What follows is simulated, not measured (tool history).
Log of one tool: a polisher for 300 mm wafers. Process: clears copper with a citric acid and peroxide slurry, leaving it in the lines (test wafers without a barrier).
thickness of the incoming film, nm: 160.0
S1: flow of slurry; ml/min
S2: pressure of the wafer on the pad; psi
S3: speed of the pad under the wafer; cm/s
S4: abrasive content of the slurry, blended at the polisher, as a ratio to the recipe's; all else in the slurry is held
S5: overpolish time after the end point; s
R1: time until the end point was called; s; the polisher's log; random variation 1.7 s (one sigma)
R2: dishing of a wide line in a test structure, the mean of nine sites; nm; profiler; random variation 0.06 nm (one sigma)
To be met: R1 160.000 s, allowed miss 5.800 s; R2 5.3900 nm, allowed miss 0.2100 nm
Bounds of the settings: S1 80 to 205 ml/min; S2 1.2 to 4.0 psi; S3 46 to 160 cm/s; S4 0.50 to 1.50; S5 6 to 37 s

{"run": 1, "hour": 0.0, "S1": 135, "S2": 2.6, "S3": 102, "S4": 1.0, "S5": 19, "R1": 104.64, "R2": 20.942}
{"run": 2, "hour": 5.1, "S1": 135, "S2": 2.6, "S3": 116, "S4": 1.0, "S5": 19, "R1": 93.308, "R2": 22.797}
{"run": 3, "hour": 14.1, "S1": 135, "S2": 2.6, "S3": 106, "S4": 1.0, "S5": 19, "R1": 101.6, "R2": 20.952}
{"run": 4, "hour": 18.6, "S1": 135, "S2": 2.6, "S3": 80, "S4": 1.0, "S5": 19, "R1": 129.37, "R2": 16.698}
{"run": 5, "hour": 21.0, "S1": 135, "S2": 2.6, "S3": 80, "S4": 1.0, "S5": 15, "R1": 131.81, "R2": 13.549}
{"run": 6, "hour": 23.4, "S1": 115, "S2": 2.6, "S3": 80, "S4": 1.0, "S5": 15, "R1": 135.65, "R2": 12.926}
{"run": 7, "hour": 25.2, "S1": 110, "S2": 2.5, "S3": 78, "S4": 1.1, "S5": 13, "R1": 143.13, "R2": 10.818}
{"run": 8, "hour": 28.3, "S1": 105, "S2": 2.4, "S3": 78, "S4": 1.2, "S5": 12, "R1": 148.43, "R2": 9.7444}
{"run": 9, "hour": 33.0, "S1": 100, "S2": 2.3, "S3": 78, "S4": 1.25, "S5": 11, "R1": 157.07, "R2": 8.4707}
{"run": 10, "hour": 39.4, "S1": 95, "S2": 2.2, "S3": 80, "S4": 1.3, "S5": 10, "R1": 158.74, "R2": 7.6764}
{"run": 11, "hour": 43.3, "S1": 90, "S2": 2.1, "S3": 84, "S4": 1.35, "S5": 9, "R1": 159.67, "R2": 6.7324}
{"run": 12, "hour": 51.3, "S1": 90, "S2": 1.9, "S3": 90, "S4": 1.5, "S5": 6, "R1": 163.88, "R2": 4.5708}
{"run": 13, "hour": 59.0, "S1": 85, "S2": 2.0, "S3": 88, "S4": 1.45, "S5": 6, "R1": 160.99, "R2": 4.5911}
{"run": 14, "hour": 62.0, "S1": 90, "S2": 2.0, "S3": 88, "S4": 1.45, "S5": 6, "R1": 159.3, "R2": 4.7211}
{"run": 15, "hour": 65.5, "S1": 90, "S2": 2.0, "S3": 88, "S4": 1.4, "S5": 6, "R1": 163.07, "R2": 4.6348}
{"run": 16, "hour": 74.5, "S1": 90, "S2": 2.0, "S3": 86, "S4": 1.4, "S5": 6, "R1": 168.48, "R2": 4.5571}

Which of these 5 next moves meets every target?
{"run": "A", "hour": 83.5, "S1": 125, "S2": 1.5, "S3": 96, "S4": 1.4, "S5": 7, "R1": "?", "R2": "?"}
{"run": "B", "hour": 83.5, "S1": 85, "S2": 1.8, "S3": 92, "S4": 1.35, "S5": 8, "R1": "?", "R2": "?"}
{"run": "C", "hour": 83.5, "S1": 80, "S2": 2.0, "S3": 92, "S4": 1.4, "S5": 6, "R1": "?", "R2": "?"}
{"run": "D", "hour": 83.5, "S1": 80, "S2": 1.9, "S3": 98, "S4": 1.4, "S5": 7, "R1": "?", "R2": "?"}
{"run": "E", "hour": 83.5, "S1": 120, "S2": 1.7, "S3": 88, "S4": 1.3, "S5": 7, "R1": "?", "R2": "?"}

move=A R1=178.230 R2=4.7166
move=B R1=175.490 R2=5.4600
move=C R1=160.950 R2=4.5016
move=D R1=159.120 R2=5.2797
move=E R1=176.350 R2=4.7741
A: nearer than the last run, and not there yet
B: brings the result that was furthest off to its target, and leaves another outside
C: further off than the last run
D: meets every target
E: nearer than the last run, and not there yet
Move D is the one to make.

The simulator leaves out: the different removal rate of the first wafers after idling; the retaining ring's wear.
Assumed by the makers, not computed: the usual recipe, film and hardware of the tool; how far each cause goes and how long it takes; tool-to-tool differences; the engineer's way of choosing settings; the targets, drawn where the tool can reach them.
